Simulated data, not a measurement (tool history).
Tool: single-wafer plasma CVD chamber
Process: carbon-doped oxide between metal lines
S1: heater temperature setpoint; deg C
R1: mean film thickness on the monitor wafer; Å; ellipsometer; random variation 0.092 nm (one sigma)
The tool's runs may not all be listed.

run 1 day=0 | S1=370 chamber_pressure_(Pa)=913 RF_power_(W)=380 deposition_time_(s)=9.6 | R1=358.99
run 2 day=0.029 | S1=370 chamber_pressure_(Pa)=913 RF_power_(W)=335 deposition_time_(s)=9.6 | R1=320.53
run 3 day=0.204 | S1=361 chamber_pressure_(Pa)=913 RF_power_(W)=335 deposition_time_(s)=9.6 | R1=328.98
run 4 day=0.421 | S1=363 chamber_pressure_(Pa)=895 RF_power_(W)=315 deposition_time_(s)=9.6 | R1=307.81
run 5 day=0.504 | S1=364 chamber_pressure_(Pa)=848 RF_power_(W)=305 deposition_time_(s)=9.6 | R1=296.35
run 6 day=0.658 | S1=371 chamber_pressure_(Pa)=848 RF_power_(W)=305 deposition_time_(s)=9.6 | R1=289.63
run 7 day=0.738 | S1=380 chamber_pressure_(Pa)=781 RF_power_(W)=275 deposition_time_(s)=9.6 | R1=255.05

Run 8 comes next. What will it give?
run 8 day=0.762 | S1=378 chamber_pressure_(Pa)=801 RF_power_(W)=275 deposition_time_(s)=9.6 | R1=?

{"run 8": {"R1": 255.69}}
